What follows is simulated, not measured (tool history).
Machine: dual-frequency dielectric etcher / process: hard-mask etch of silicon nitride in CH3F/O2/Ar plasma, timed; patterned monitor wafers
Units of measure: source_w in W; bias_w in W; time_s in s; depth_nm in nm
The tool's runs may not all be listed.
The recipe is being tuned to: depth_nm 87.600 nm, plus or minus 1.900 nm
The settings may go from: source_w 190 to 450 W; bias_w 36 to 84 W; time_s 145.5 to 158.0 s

| run | hour | source_w | bias_w | time_s | depth_nm |
|---|---|---|---|---|---|
| 1 | 0.0 | 320 | 60 | 158.0 | 98.673 |
| 2 | 1.7 | 300 | 59 | 158.0 | 95.376 |
| 3 | 3.7 | 320 | 59 | 158.0 | 97.750 |
| 4 | 7.5 | 300 | 58 | 158.0 | 95.134 |
| 5 | 12.6 | 300 | 69 | 158.0 | 100.140 |
| 6 | 16.5 | 280 | 68 | 157.5 | 95.956 |
|  | 19.2 | bias power generator calibrated |
| 7 | 19.2 | 270 | 67 | 157.5 | 92.772 |
| 8 | 22.4 | 260 | 67 | 157.5 | 91.857 |
| 9 | 23.9 | 250 | 67 | 157.5 | 90.934 |

Of the 5 settings listed for the next run, only one would bring every result within its allowed miss of target. Which one?
| A | 25.4 | 260 | 65 | 158.0 | ? |
| B | 25.4 | 280 | 66 | 153.0 | ? |
| C | 25.4 | 260 | 61 | 153.0 | ? |
| D | 25.4 | 260 | 68 | 158.0 | ? |
| E | 25.4 | 260 | 69 | 158.0 | ? |

| move | depth_nm |
|---|---|
| A | 91.396 |
| B | 91.438 |
| C | 87.005 |
| D | 92.535 |
| E | 92.910 |
A: misses by more than the last run did
B: misses by more than the last run did
C: every result within its allowed miss
D: misses by more than the last run did
E: misses by more than the last run did
So the answer is move C, the one that meets all the targets.
